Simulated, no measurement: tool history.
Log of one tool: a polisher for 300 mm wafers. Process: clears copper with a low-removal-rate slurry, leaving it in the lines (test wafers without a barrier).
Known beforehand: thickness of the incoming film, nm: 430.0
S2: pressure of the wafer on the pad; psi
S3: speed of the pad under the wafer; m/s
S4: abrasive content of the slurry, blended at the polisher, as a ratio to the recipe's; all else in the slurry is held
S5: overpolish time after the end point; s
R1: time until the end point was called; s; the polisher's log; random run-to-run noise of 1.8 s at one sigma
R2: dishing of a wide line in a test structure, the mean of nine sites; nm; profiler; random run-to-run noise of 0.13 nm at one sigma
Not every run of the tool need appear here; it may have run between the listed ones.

{"run": 1, "hour": 0.0, "flow of slurry (ml/min)": 205, "S2": 3, "S3": 1.08, "S4": 1, "S5": 11, "R1": 149.82, "R2": 20.085}
{"run": 2, "hour": 5.1, "flow of slurry (ml/min)": 205, "S2": 3, "S3": 1.08, "S4": 1, "S5": 14, "R1": 148.09, "R2": 24.409}
{"run": 3, "hour": 7.5, "flow of slurry (ml/min)": 205, "S2": 3, "S3": 1.08, "S4": 0.8, "S5": 14, "R1": 154.35, "R2": 23.842}
{"run": 4, "hour": 15.6, "flow of slurry (ml/min)": 205, "S2": 3, "S3": 1.08, "S4": 0.8, "S5": 9, "R1": 156.74, "R2": 16.074}
{"run": 5, "hour": 20.6, "flow of slurry (ml/min)": 250, "S2": 3, "S3": 1.08, "S4": 0.8, "S5": 9, "R1": 153.33, "R2": 16.888}
{"hour": 28.3, "done": "worn pad replaced by a new one"}
{"run": 6, "hour": 28.3, "flow of slurry (ml/min)": 250, "S2": 2.9, "S3": 1.08, "S4": 0.8, "S5": 8, "R1": 149.03, "R2": 14.845}
{"run": 7, "hour": 34.9, "flow of slurry (ml/min)": 240, "S2": 2.8, "S3": 1.08, "S4": 0.8, "S5": 8, "R1": 155.34, "R2": 14.976}
{"run": 8, "hour": 42.1, "flow of slurry (ml/min)": 275, "S2": 2.2, "S3": 1.06, "S4": 0.8, "S5": 4, "R1": 196.56, "R2": 6.1809}

What will run 9 give?
{"run": 9, "hour": 42.8, "flow of slurry (ml/min)": 220, "S2": 2.6, "S3": 1.04, "S4": 0.8, "S5": 5, "R1": "?", "R2": "?"}

Run 9 yielded R1 173.89 s, R2 8.6446 nm.

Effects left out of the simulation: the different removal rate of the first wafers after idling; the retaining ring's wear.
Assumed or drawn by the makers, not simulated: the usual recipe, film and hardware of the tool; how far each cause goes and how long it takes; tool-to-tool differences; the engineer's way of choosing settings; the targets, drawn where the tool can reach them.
